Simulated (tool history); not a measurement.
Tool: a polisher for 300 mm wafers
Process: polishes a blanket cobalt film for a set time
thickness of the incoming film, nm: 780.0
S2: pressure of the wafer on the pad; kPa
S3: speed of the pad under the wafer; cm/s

Run 1, hour 0.0: flow of slurry (ml/min) 295, S2 8.3 kPa, S3 90 cm/s, polishing time (s) 72. Result: film removed (Å) 1453.50.
Run 2, hour 4.1: flow of slurry (ml/min) 295, S2 8.3 kPa, S3 90 cm/s, polishing time (s) 76. Result: film removed (Å) 1529.70.
Run 3, hour 12.1: flow of slurry (ml/min) 370, S2 8.3 kPa, S3 90 cm/s, polishing time (s) 76. Result: film removed (Å) 1546.20.
Run 4, hour 20.1: flow of slurry (ml/min) 370, S2 9.7 kPa, S3 90 cm/s, polishing time (s) 76. Result: film removed (Å) 1812.40.
At hour 26.6: worn pad replaced by a new one.
Run 5, hour 26.6: flow of slurry (ml/min) 370, S2 8.3 kPa, S3 90 cm/s, polishing time (s) 76. Result: film removed (Å) 1759.90.
Run 6, hour 30.4: flow of slurry (ml/min) 330, S2 7.6 kPa, S3 86 cm/s, polishing time (s) 76. Result: film removed (Å) 1494.30.
Run 7, hour 39.2: flow of slurry (ml/min) 315, S2 6.9 kPa, S3 82 cm/s, polishing time (s) 76. Result: film removed (Å) 1307.70.
Run 8, hour 40.5: flow of slurry (ml/min) 300, S2 6.2 kPa, S3 82 cm/s, polishing time (s) 76. Result: film removed (Å) 1183.50.
Run 9, hour 43.2: flow of slurry (ml/min) 285, S2 6.2 kPa, S3 82 cm/s, polishing time (s) 76. Result: film removed (Å) 1186.80.
Run 10, hour 44.5: flow of slurry (ml/min) 285, S2 4.8 kPa, S3 82 cm/s, polishing time (s) 76. Result: film removed (Å) 915.55.
Run 11, hour 50.8: flow of slurry (ml/min) 290, S2 4.8 kPa, S3 82 cm/s, polishing time (s) 76. Result: film removed (Å) 936.73.
Run 12, hour 59.7: flow of slurry (ml/min) 295, S2 4.8 kPa, S3 82 cm/s, polishing time (s) 76. Result: film removed (Å) 927.65.
Run 13, hour 65.9: flow of slurry (ml/min) 295, S2 5.5 kPa, S3 82 cm/s, polishing time (s) 76. Result: film removed (Å) 1056.50.

Run 14 comes next. What will it give?
Run 14, hour 69.0: flow of slurry (ml/min) 295, S2 4.8 kPa, S3 82 cm/s, polishing time (s) 76. Result: film removed (Å) ?.

film removed (Å): 944.82
